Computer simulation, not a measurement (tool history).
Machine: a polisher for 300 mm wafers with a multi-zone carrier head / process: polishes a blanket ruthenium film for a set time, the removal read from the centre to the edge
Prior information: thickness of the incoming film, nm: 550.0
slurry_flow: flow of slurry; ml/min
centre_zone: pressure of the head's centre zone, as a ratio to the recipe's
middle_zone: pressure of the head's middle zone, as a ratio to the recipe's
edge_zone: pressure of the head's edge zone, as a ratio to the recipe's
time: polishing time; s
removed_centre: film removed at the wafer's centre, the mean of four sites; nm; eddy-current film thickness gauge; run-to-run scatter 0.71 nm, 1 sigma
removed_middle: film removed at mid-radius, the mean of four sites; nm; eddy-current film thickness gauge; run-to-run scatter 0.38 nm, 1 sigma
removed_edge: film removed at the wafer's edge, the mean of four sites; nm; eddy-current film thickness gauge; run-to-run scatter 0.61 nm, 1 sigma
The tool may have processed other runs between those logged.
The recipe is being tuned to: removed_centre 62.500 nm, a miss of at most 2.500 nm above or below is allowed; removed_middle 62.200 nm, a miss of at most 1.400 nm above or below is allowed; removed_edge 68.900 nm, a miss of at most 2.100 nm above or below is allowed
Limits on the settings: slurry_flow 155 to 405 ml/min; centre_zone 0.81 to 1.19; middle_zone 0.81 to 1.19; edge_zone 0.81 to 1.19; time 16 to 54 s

run	day	slurry_flow	centre_zone	middle_zone	edge_zone	time	removed_centre	removed_middle	removed_edge
1	0.000	260	1.00	1.00	1.00	35	43.493	42.631	44.095
2	0.325	300	1.00	1.00	1.00	35	44.365	42.797	44.648
3	0.583	300	1.06	1.00	1.00	35	47.195	43.254	44.543
4	0.925	310	1.04	1.01	1.06	39	51.532	48.415	51.452
5	1.125	315	1.03	1.02	1.10	42	55.268	52.674	56.490
6	1.483	320	1.02	1.02	1.13	44	57.252	55.358	60.157
7	1.542	320	1.02	1.02	1.13	44	57.000	55.764	60.077
8	1.688	325	1.02	1.02	1.15	45	58.903	56.119	62.272

5 next moves are on the table. One of them brings every result within its allowed miss. Which?
A	1.833	245	1.00	0.85	1.19	50	?	?	?
B	1.833	320	0.99	1.01	1.16	50	?	?	?
C	1.833	360	0.88	0.88	1.19	48	?	?	?
D	1.833	325	1.06	1.00	1.15	43	?	?	?
E	1.833	290	0.94	1.04	1.13	51	?	?	?

move	removed_centre	removed_middle	removed_edge
A	61.161	52.633	69.176
B	62.678	62.173	69.708
C	54.020	54.111	68.490
D	57.835	53.103	59.756
E	60.017	64.300	69.582
A: its largest miss is bigger than the last run's
B: meets every target
C: its largest miss is bigger than the last run's
D: its largest miss is bigger than the last run's
E: the result that was furthest off in the last run now lies on the other side of its target
The move that meets every target is B.
